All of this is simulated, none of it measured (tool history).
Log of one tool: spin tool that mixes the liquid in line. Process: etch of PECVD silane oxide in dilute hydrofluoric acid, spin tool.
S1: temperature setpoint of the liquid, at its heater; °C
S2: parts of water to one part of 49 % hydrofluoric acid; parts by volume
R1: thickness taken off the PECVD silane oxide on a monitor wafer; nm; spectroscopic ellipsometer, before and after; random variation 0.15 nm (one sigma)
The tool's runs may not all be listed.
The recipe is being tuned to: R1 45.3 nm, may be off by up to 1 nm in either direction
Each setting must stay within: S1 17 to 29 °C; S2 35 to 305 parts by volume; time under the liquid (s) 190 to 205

run 1 day=0 | S1=21 S2=170 time_under_the_liquid_(s)=190 | R1=17.268
run 2 day=0.267 | S1=23.5 S2=135 time_under_the_liquid_(s)=190 | R1=24.884
run 3 day=0.633 | S1=25.5 S2=115 time_under_the_liquid_(s)=190 | R1=32.378
run 4 day=0.85 | S1=25.5 S2=155 time_under_the_liquid_(s)=190 | R1=22.952
run 5 day=1.012 | S1=28.5 S2=155 time_under_the_liquid_(s)=190 | R1=25.634
run 6 day=1.1 | S1=28.5 S2=130 time_under_the_liquid_(s)=190 | R1=31.514
run 7 day=1.138 | S1=28.5 S2=130 time_under_the_liquid_(s)=190 | R1=31.302
run 8 day=1.338 | S1=29 S2=70 time_under_the_liquid_(s)=190 | R1=64.421
run 9 day=1.458 | S1=29 S2=70 time_under_the_liquid_(s)=190 | R1=64.422
run 10 day=1.771 | S1=26.5 S2=70 time_under_the_liquid_(s)=190 | R1=59.055
run 11 day=2.088 | S1=24 S2=70 time_under_the_liquid_(s)=190 | R1=53.103

5 next moves are on the table. One of them brings every result within its allowed miss. Which?
run A day=2.404 | S1=23 S2=80 time_under_the_liquid_(s)=205 | R1=?
run B day=2.404 | S1=25.5 S2=90 time_under_the_liquid_(s)=190 | R1=?
run C day=2.404 | S1=26 S2=75 time_under_the_liquid_(s)=205 | R1=?
run D day=2.404 | S1=22.5 S2=80 time_under_the_liquid_(s)=200 | R1=?
run E day=2.404 | S1=25 S2=85 time_under_the_liquid_(s)=205 | R1=?

move=A R1=47.435
move=B R1=42.643
move=C R1=57.437
move=D R1=45.347
move=E R1=48.072
A: better than the last run, though not everything is in spec
B: takes the biggest miss from the last run beyond its target
C: misses by more than the last run did
D: every result lands within tolerance
E: better than the last run, though not everything is in spec
The right move is D.

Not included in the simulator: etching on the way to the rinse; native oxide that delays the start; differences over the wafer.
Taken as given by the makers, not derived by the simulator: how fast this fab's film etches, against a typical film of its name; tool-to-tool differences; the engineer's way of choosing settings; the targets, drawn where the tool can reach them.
